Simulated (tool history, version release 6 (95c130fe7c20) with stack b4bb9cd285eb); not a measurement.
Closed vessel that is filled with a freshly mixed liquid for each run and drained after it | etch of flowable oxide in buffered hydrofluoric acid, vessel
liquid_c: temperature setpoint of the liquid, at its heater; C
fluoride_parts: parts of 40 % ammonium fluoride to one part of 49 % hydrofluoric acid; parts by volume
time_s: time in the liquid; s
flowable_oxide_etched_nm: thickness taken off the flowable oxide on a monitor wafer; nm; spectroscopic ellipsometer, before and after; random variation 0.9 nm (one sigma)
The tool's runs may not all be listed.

Run 1, day 0.000: liquid_c 22.0 C, fluoride_parts 20.5 parts by volume, time_s 85 s. Result: flowable_oxide_etched_nm 186.30 nm.
Run 2, day 0.062: liquid_c 22.0 C, fluoride_parts 20.5 parts by volume, time_s 90 s. Result: flowable_oxide_etched_nm 196.70 nm.
Run 3, day 0.292: liquid_c 23.5 C, fluoride_parts 20.5 parts by volume, time_s 90 s. Result: flowable_oxide_etched_nm 212.58 nm.
Run 4, day 0.471: liquid_c 23.5 C, fluoride_parts 20.5 parts by volume, time_s 90 s. Result: flowable_oxide_etched_nm 212.04 nm.
Run 5, day 0.496: liquid_c 21.5 C, fluoride_parts 21.5 parts by volume, time_s 90 s. Result: flowable_oxide_etched_nm 184.92 nm.
Run 6, day 0.617: liquid_c 20.0 C, fluoride_parts 21.5 parts by volume, time_s 90 s. Result: flowable_oxide_etched_nm 169.20 nm.
Run 7, day 0.650: liquid_c 19.0 C, fluoride_parts 21.5 parts by volume, time_s 90 s. Result: flowable_oxide_etched_nm 163.47 nm.
Run 8, day 0.912: liquid_c 19.0 C, fluoride_parts 21.5 parts by volume, time_s 90 s. Result: flowable_oxide_etched_nm 159.83 nm.
Run 9, day 1.133: liquid_c 18.5 C, fluoride_parts 21.5 parts by volume, time_s 90 s. Result: flowable_oxide_etched_nm 157.80 nm.

Forecast run 10:
Run 10, day 1.288: liquid_c 18.0 C, fluoride_parts 21.5 parts by volume, time_s 90 s. Result: flowable_oxide_etched_nm ?.

Run 10 gave flowable_oxide_etched_nm 150.85 nm.

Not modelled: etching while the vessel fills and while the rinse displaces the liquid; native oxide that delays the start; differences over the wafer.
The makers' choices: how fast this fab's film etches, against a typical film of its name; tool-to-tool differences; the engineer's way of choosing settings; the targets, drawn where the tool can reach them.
